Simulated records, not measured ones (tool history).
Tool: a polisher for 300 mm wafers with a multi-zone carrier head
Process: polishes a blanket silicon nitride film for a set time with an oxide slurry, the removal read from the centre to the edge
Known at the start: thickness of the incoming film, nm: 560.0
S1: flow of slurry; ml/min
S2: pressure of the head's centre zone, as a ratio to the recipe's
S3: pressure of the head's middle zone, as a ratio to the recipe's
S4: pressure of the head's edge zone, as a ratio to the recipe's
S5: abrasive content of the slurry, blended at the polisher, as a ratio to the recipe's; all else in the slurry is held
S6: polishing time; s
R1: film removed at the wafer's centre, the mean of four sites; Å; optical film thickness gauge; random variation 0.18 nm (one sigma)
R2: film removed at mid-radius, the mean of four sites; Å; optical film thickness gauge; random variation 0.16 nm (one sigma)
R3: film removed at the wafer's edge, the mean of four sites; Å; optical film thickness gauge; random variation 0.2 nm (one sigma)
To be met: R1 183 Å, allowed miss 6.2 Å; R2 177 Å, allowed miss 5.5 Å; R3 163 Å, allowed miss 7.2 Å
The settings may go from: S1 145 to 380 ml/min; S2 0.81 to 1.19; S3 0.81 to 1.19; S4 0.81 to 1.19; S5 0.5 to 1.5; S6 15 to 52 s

run	hour	S1	S2	S3	S4	S5	S6	R1	R2	R3
1	0	245	1	1	1	1	33	219.22	217.04	214.49
2	6.4	245	1	1	0.98	0.95	33	218.14	216.62	212.87
3	13.3	245	1.01	1	0.97	0.9	33	217.13	214.23	211.91
4	18.7	250	1.02	1.01	0.96	0.85	32	206.69	203.39	203.16
5	21.8	250	1.02	1.01	0.96	1.05	32	218.55	214.55	211.54
6	28.4	245	1.03	1.02	0.95	1	32	219.4	217.62	206.51
7	30.7	245	1.03	1.02	0.95	1	32	217.38	216.09	206.14
8	34.7	240	1.04	1.02	0.94	0.95	32	218.06	213.89	200.19
9	38.8	230	1.04	1.01	0.93	0.9	32	217.5	208.2	194.76
10	47.1	225	1.03	1	0.92	0.85	32	208.67	203.61	196.4
11	52.5	220	1.03	1	0.92	0.8	32	203.66	198.55	187.53
12	59.6	220	1.03	1	0.92	0.8	32	202.08	197.42	189.71
13	60.4	215	1.03	1	0.91	0.8	32	202.02	198.6	190.59
14	66.7	210	1.03	1	0.9	0.75	32	196.64	194.51	183.54
15	68.4	205	1.03	1	0.89	0.75	32	195.91	195.84	183.95
16	71.4	200	1.03	1	0.88	0.75	32	196.58	193.33	183.15
17	77.9	195	1.03	1	0.88	0.75	32	196.15	191.2	179.88
18	86.5	190	1.03	1	0.87	0.75	32	198.8	192.99	179.02
19	93.3	185	1.03	1	0.87	0.75	32	195.08	192.1	180.4
20	94.7	180	1.04	1	0.85	0.65	32	188.21	185.37	167.49

4 next moves are on the table. One of them brings every result within its allowed miss. Which?
A	96.1	215	1.03	0.99	0.84	0.9	28	?	?	?
B	96.1	175	1.04	0.95	0.81	0.5	37	?	?	?
C	96.1	180	1.13	0.98	0.81	0.65	32	?	?	?
D	96.1	145	1.05	1.07	0.86	0.5	35	?	?	?

move	R1	R2	R3
A	184.21	180.19	159.12
B	204.22	191.89	174.36
C	205.83	182.37	161.25
D	187.51	193.68	164.53
A: meets every target
B: further off than the last run
C: brings the result that was furthest off to its target, and leaves another outside
D: further off than the last run
Answer: A

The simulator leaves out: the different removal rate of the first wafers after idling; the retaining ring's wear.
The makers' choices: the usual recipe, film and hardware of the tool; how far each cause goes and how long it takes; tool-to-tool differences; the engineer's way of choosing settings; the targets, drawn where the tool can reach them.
